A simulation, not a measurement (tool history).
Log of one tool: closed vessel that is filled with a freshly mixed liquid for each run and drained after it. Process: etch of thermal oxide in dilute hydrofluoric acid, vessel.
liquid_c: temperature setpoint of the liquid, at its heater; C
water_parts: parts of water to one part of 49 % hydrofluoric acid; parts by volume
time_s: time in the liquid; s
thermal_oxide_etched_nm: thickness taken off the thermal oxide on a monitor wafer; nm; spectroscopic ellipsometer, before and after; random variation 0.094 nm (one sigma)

run,hour,liquid_c,water_parts,time_s,thermal_oxide_etched_nm
1,0,23,220,510,9.1401
2,6.7,23,260,510,7.3298
3,14.3,23,260,510,7.4022
4,21.1,23,260,510,7.3304
5,28.1,23,210,510,9.5064
6,32.2,23,210,510,9.6602
7,36.6,25,200,510,11.058
8,45.1,25,200,510,10.997

The next listed run, before its measurement:
9,52.9,26.5,195,510,?

Run 9 gave thermal_oxide_etched_nm 11.849 nm.
